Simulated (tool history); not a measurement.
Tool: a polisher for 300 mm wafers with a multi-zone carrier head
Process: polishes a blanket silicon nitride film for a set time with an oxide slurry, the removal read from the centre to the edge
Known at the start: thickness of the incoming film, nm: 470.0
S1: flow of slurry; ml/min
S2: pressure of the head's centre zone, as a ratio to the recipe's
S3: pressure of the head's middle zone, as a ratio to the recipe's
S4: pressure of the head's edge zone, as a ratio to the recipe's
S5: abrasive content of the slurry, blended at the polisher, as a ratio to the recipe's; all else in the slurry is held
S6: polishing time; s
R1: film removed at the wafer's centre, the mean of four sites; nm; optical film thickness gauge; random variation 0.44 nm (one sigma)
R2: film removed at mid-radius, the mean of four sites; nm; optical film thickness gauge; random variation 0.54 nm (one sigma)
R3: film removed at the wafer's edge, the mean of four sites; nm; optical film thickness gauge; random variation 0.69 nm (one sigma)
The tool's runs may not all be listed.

| run | hour | S1 | S2 | S3 | S4 | S5 | S6 | R1 | R2 | R3 |
|---|---|---|---|---|---|---|---|---|---|---|
| 1 | 0.0 | 160 | 1.00 | 1.00 | 1.00 | 1.00 | 84 | 40.266 | 41.347 | 40.167 |
| 2 | 6.8 | 165 | 1.02 | 0.99 | 1.05 | 1.15 | 86 | 46.017 | 46.544 | 46.648 |
| 3 | 9.7 | 165 | 1.02 | 1.06 | 1.05 | 1.15 | 86 | 46.398 | 48.679 | 46.228 |
| 4 | 11.2 | 180 | 1.05 | 1.03 | 1.09 | 1.25 | 86 | 50.822 | 50.366 | 49.017 |
| 5 | 19.0 | 175 | 1.06 | 1.00 | 1.12 | 1.35 | 88 | 54.840 | 51.733 | 53.418 |
| 6 | 25.6 | 175 | 1.06 | 0.91 | 1.12 | 1.35 | 88 | 54.032 | 48.453 | 52.871 |

The next listed run, before its measurement:
| 7 | 31.2 | 180 | 1.06 | 0.92 | 1.14 | 1.40 | 89 | ? | ? | ? |

{"run 7": {"R1": 56.038, "R2": 49.794, "R3": 56.241}}
